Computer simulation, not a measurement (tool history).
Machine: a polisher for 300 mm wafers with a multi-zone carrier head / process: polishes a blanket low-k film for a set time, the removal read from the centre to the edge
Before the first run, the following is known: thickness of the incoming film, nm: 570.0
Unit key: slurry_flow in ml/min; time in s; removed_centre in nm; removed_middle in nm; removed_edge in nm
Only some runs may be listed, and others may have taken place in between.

{"run": 1, "day": 0.0, "slurry_flow": 245, "centre_zone": 1, "middle_zone": 1, "edge_zone": 1, "slurry_solids": 1, "time": 82, "removed_centre": 40.306, "removed_middle": 39.338, "removed_edge": 37.45}
{"run": 2, "day": 0.121, "slurry_flow": 250, "centre_zone": 1.01, "middle_zone": 1.02, "edge_zone": 1.02, "slurry_solids": 1.05, "time": 82, "removed_centre": 42.574, "removed_middle": 41.372, "removed_edge": 39.611}
{"run": 3, "day": 0.183, "slurry_flow": 250, "centre_zone": 1.08, "middle_zone": 1.02, "edge_zone": 1.02, "slurry_solids": 1.05, "time": 82, "removed_centre": 45.636, "removed_middle": 40.853, "removed_edge": 39.69}
{"run": 4, "day": 0.254, "slurry_flow": 255, "centre_zone": 1.08, "middle_zone": 1.04, "edge_zone": 1.03, "slurry_solids": 1.05, "time": 82, "removed_centre": 45.577, "removed_middle": 41.714, "removed_edge": 39.584}
{"run": 5, "day": 0.317, "slurry_flow": 255, "centre_zone": 1.02, "middle_zone": 1.04, "edge_zone": 1.03, "slurry_solids": 1.05, "time": 82, "removed_centre": 42.725, "removed_middle": 41.551, "removed_edge": 40.545}
{"run": 6, "day": 0.604, "slurry_flow": 255, "centre_zone": 1.02, "middle_zone": 0.99, "edge_zone": 1.03, "slurry_solids": 1.05, "time": 82, "removed_centre": 43.075, "removed_middle": 40.412, "removed_edge": 39.657}
{"run": 7, "day": 0.929, "slurry_flow": 260, "centre_zone": 1.02, "middle_zone": 1.01, "edge_zone": 1.03, "slurry_solids": 1.05, "time": 82, "removed_centre": 42.863, "removed_middle": 41.108, "removed_edge": 40.745}
{"run": 8, "day": 1.096, "slurry_flow": 265, "centre_zone": 1.02, "middle_zone": 1.03, "edge_zone": 1.03, "slurry_solids": 1.05, "time": 82, "removed_centre": 42.37, "removed_middle": 41.544, "removed_edge": 40.689}
{"run": 9, "day": 1.35, "slurry_flow": 295, "centre_zone": 1.09, "middle_zone": 1.13, "edge_zone": 1.1, "slurry_solids": 1.3, "time": 83, "removed_centre": 52.643, "removed_middle": 50.242, "removed_edge": 46.085}
{"day": 1.592, "done": "edge zone pressure recalibrated"}
{"run": 10, "day": 1.592, "slurry_flow": 305, "centre_zone": 1.02, "middle_zone": 1.17, "edge_zone": 1.14, "slurry_solids": 1.35, "time": 83, "removed_centre": 49.615, "removed_middle": 52.61, "removed_edge": 51.091}

For run 11, what comes out?
{"run": 11, "day": 1.796, "slurry_flow": 305, "centre_zone": 1.02, "middle_zone": 1.17, "edge_zone": 1.13, "slurry_solids": 1.35, "time": 83, "removed_centre": "?", "removed_middle": "?", "removed_edge": "?"}

{"run 11": {"removed_centre": 49.802, "removed_middle": 53.584, "removed_edge": 50.88}}

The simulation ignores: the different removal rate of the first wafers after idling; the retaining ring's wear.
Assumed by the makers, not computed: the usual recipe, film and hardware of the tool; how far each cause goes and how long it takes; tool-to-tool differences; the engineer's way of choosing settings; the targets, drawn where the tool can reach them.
